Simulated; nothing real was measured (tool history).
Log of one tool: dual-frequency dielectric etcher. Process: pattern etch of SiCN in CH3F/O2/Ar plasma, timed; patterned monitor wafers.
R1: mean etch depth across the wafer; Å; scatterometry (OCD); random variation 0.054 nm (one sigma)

Run 1, hour 0.0: source power (kW) 0.530, bias power (kW) 0.101, etch time (s) 23.5. Result: R1 117.45 Å.
Run 2, hour 7.3: source power (kW) 0.560, bias power (kW) 0.105, etch time (s) 23.5. Result: R1 122.75 Å.
Run 3, hour 10.7: source power (kW) 0.560, bias power (kW) 0.105, etch time (s) 21.5. Result: R1 111.41 Å.
Run 4, hour 19.2: source power (kW) 0.580, bias power (kW) 0.112, etch time (s) 22.0. Result: R1 119.25 Å.
Run 5, hour 25.5: source power (kW) 0.600, bias power (kW) 0.116, etch time (s) 22.0. Result: R1 124.08 Å.
Run 6, hour 28.2: source power (kW) 0.620, bias power (kW) 0.118, etch time (s) 22.0. Result: R1 127.07 Å.
Run 7, hour 32.4: source power (kW) 0.640, bias power (kW) 0.119, etch time (s) 22.0. Result: R1 128.74 Å.

Run 8 comes next. What will it give?
Run 8, hour 34.5: source power (kW) 0.650, bias power (kW) 0.120, etch time (s) 22.0. Result: R1 ?.

{"run 8": {"R1": 128.92}}
